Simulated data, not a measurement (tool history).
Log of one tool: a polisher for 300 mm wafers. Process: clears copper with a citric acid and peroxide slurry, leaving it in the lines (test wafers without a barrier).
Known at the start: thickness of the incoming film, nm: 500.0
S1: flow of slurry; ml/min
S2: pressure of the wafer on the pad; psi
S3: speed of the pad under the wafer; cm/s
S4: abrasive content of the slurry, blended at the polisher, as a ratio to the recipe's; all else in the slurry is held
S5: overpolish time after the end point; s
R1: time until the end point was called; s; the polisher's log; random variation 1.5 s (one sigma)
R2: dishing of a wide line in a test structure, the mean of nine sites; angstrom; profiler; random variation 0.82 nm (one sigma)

Run 1, day 0: S1 255 ml/min, S2 3.2 psi, S3 140 cm/s, S4 1, S5 28 s. Result: R1 131.22 s, R2 482.59 angstrom.
Run 2, day 0.233: S1 255 ml/min, S2 3 psi, S3 140 cm/s, S4 1, S5 30 s. Result: R1 138.05 s, R2 480.57 angstrom.
Run 3, day 0.446: S1 255 ml/min, S2 3 psi, S3 140 cm/s, S4 1.1, S5 30 s. Result: R1 137.81 s, R2 488.49 angstrom.
Run 4, day 0.483: S1 195 ml/min, S2 3 psi, S3 140 cm/s, S4 1.1, S5 30 s. Result: R1 141.25 s, R2 494.41 angstrom.
Run 5, day 0.517: S1 195 ml/min, S2 3 psi, S3 110 cm/s, S4 1.1, S5 30 s. Result: R1 181.68 s, R2 423.7 angstrom.
Run 6, day 0.642: S1 195 ml/min, S2 3 psi, S3 88 cm/s, S4 1.1, S5 30 s. Result: R1 219.28 s, R2 371.8 angstrom.

Forecast run 7:
Run 7, day 0.9: S1 200 ml/min, S2 3.2 psi, S3 88 cm/s, S4 1.1, S5 32 s. Result: R1 ?, R2 ?.

Run 7 yielded R1 209.39 s, R2 412.29 angstrom.
